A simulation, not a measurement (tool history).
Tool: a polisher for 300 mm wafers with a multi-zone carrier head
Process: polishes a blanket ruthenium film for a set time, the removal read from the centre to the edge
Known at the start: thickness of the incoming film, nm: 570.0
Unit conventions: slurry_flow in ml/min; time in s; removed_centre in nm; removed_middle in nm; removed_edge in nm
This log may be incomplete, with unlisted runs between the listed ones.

run  hour  slurry_flow  centre_zone  middle_zone  edge_zone  time  removed_centre  removed_middle  removed_edge
  1     0          270            1            1          1    80          93.378          94.007        94.077
  2   5.2          270         1.08            1          1    80          99.975          95.314        93.624
  3   6.9          270         1.08         1.06          1    80          99.489           100.7        93.603
  4  11.9          270         1.08         1.06       1.05    80          102.97          99.089         95.84
  5  17.5          205         1.08         1.06       1.05    80          99.424          95.053        93.208
  6  21.2          200         1.08         1.05       1.02    79          96.414          93.992        90.623
  7  25.6          195         1.09         1.04          1    78          94.003           91.34        88.594
  8  33.9          195          1.1         1.04       0.98    77          94.045          90.769        86.407
  9  37.2          190          1.1         1.04       0.97    77          94.614          90.026         85.88
 10  42.4          190          1.1         1.04       0.96    77          94.888          89.458        87.039
 11  47.9          190          1.1         1.05       0.95    76          93.127          88.895        84.181
 12  55.9          190          1.1         1.05       0.94    76          94.102          89.181        83.534

Expected results for the next run?
 13  57.3          190         1.09         1.05       0.93    76               ?               ?             ?

{"run 13": {"removed_centre": 92.307, "removed_middle": 89.329, "removed_edge": 83.128}}
